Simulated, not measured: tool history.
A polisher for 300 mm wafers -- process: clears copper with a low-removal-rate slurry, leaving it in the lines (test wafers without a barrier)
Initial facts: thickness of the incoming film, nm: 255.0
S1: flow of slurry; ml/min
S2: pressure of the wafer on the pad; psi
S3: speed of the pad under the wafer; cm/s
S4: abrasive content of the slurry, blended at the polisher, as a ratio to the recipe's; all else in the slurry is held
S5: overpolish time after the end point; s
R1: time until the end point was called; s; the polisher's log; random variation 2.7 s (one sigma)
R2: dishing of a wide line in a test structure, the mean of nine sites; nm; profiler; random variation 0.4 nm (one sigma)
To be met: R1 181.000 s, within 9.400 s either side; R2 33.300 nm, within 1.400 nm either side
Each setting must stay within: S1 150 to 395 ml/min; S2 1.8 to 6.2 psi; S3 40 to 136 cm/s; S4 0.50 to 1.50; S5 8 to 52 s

{"run": 1, "hour": 0.0, "S1": 250, "S2": 4.0, "S3": 88, "S4": 1.0, "S5": 26, "R1": 85.279, "R2": 57.151}
{"run": 2, "hour": 6.3, "S1": 250, "S2": 3.4, "S3": 84, "S4": 1.0, "S5": 27, "R1": 104.21, "R2": 48.953}
{"run": 3, "hour": 13.0, "S1": 250, "S2": 3.4, "S3": 84, "S4": 0.9, "S5": 27, "R1": 105.32, "R2": 48.103}
{"run": 4, "hour": 20.2, "S1": 250, "S2": 4.4, "S3": 84, "S4": 0.9, "S5": 27, "R1": 82.116, "R2": 58.785}
{"run": 5, "hour": 28.2, "S1": 250, "S2": 4.4, "S3": 84, "S4": 0.9, "S5": 23, "R1": 81.96, "R2": 51.517}
{"run": 6, "hour": 30.9, "S1": 250, "S2": 5.2, "S3": 84, "S4": 0.9, "S5": 23, "R1": 69.256, "R2": 60.428}
{"run": 7, "hour": 34.5, "S1": 255, "S2": 4.3, "S3": 78, "S4": 0.95, "S5": 25, "R1": 89.571, "R2": 52.157}
{"run": 8, "hour": 35.0, "S1": 255, "S2": 3.6, "S3": 74, "S4": 1.0, "S5": 26, "R1": 114.56, "R2": 44.368}
{"run": 9, "hour": 42.5, "S1": 255, "S2": 3.1, "S3": 74, "S4": 1.0, "S5": 27, "R1": 129.18, "R2": 40.354}
{"run": 10, "hour": 45.7, "S1": 250, "S2": 2.0, "S3": 70, "S4": 1.0, "S5": 32, "R1": 205.02, "R2": 30.586}
{"run": 11, "hour": 53.7, "S1": 260, "S2": 2.1, "S3": 70, "S4": 1.0, "S5": 32, "R1": 193.4, "R2": 32.356}
{"run": 12, "hour": 60.2, "S1": 265, "S2": 2.1, "S3": 70, "S4": 1.0, "S5": 32, "R1": 198.97, "R2": 32.725}

Consider the 5 candidate settings below. Which is the only one whose results all fall within their allowed miss of target?
{"run": "A", "hour": 66.7, "S1": 270, "S2": 2.1, "S3": 70, "S4": 0.9, "S5": 33, "R1": "?", "R2": "?"}
{"run": "B", "hour": 66.7, "S1": 225, "S2": 2.4, "S3": 78, "S4": 1.0, "S5": 26, "R1": "?", "R2": "?"}
{"run": "C", "hour": 66.7, "S1": 310, "S2": 1.8, "S3": 66, "S4": 1.2, "S5": 36, "R1": "?", "R2": "?"}
{"run": "D", "hour": 66.7, "S1": 265, "S2": 2.2, "S3": 58, "S4": 1.05, "S5": 39, "R1": "?", "R2": "?"}
{"run": "E", "hour": 66.7, "S1": 265, "S2": 1.9, "S3": 82, "S4": 1.0, "S5": 32, "R1": "?", "R2": "?"}

move=A R1=197.330 R2=32.041
move=B R1=155.950 R2=32.156
move=C R1=221.780 R2=30.962
move=D R1=218.130 R2=34.076
move=E R1=181.690 R2=33.366
A: an improvement on the last run, though not all results are within tolerance
B: the result that was furthest off in the last run now lies on the other side of its target
C: lands further from the targets than the last run did
D: lands further from the targets than the last run did
E: each result inside its tolerance
Correct choice: E, which meets every target

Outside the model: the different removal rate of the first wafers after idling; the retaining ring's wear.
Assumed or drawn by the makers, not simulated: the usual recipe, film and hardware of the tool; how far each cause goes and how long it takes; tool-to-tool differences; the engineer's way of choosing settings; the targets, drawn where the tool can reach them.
